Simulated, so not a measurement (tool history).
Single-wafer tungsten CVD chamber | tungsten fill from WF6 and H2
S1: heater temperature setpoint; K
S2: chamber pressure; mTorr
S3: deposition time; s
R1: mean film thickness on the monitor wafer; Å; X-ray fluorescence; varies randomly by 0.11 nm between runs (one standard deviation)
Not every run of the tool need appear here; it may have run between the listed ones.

{"run": 1, "hour": 0.0, "S1": 668.15, "S2": 41800, "S3": 15.1, "R1": 456.05}
{"run": 2, "hour": 7.9, "S1": 664.15, "S2": 41700, "S3": 15.1, "R1": 418.01}
{"run": 3, "hour": 11.5, "S1": 661.15, "S2": 41700, "S3": 15.1, "R1": 392.07}
{"run": 4, "hour": 15.3, "S1": 661.15, "S2": 35800, "S3": 15.1, "R1": 370.81}
{"run": 5, "hour": 16.3, "S1": 659.15, "S2": 35800, "S3": 15.1, "R1": 352.91}
{"run": 6, "hour": 22.2, "S1": 659.15, "S2": 35800, "S3": 14.4, "R1": 336.53}
{"run": 7, "hour": 26.7, "S1": 658.15, "S2": 35800, "S3": 14.4, "R1": 329.22}

For run 8, what comes out?
{"run": 8, "hour": 33.7, "S1": 657.15, "S2": 35800, "S3": 14.4, "R1": "?"}

{"run 8": {"R1": 321.88}}

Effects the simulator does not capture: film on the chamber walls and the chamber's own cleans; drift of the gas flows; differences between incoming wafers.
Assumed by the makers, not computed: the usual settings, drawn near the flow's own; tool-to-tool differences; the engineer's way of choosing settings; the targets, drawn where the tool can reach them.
